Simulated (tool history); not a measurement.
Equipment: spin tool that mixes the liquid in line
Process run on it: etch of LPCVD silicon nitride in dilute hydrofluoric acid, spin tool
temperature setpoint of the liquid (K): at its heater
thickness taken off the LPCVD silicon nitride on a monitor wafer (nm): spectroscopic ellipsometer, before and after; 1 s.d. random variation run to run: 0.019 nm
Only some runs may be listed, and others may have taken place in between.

run    day  temperature setpoint of the liquid (K)  parts of water to one part of 49 % hydrofluoric acid (parts by volume)  time under the liquid (s)  thickness taken off the LPCVD silicon nitride on a monitor wafer (nm)
  1      0                                  294.15                                                                      40                         80                                                                0.70619
  2  0.058                                  295.15                                                                      40                         80                                                                0.75115
  3  0.342                                  295.65                                                                      40                         80                                                                0.79799
  4  0.621                                  295.65                                                                      50                         80                                                                0.62922
  5  0.904                                  296.15                                                                      50                         80                                                                0.66278
  6  0.992                                  296.65                                                                      50                         80                                                                0.67323
  7  1.358                                  297.15                                                                      50                         80                                                                0.70177
  8  1.542                                  297.65                                                                      50                         80                                                                0.72352

Run 9, settings as shown, results not yet in. Your forecast:
  9  1.912                                  298.15                                                                      50                         80                                                                      ?

{"run 9": {"thickness taken off the LPCVD silicon nitride on a monitor wafer (nm)": 0.73228}}
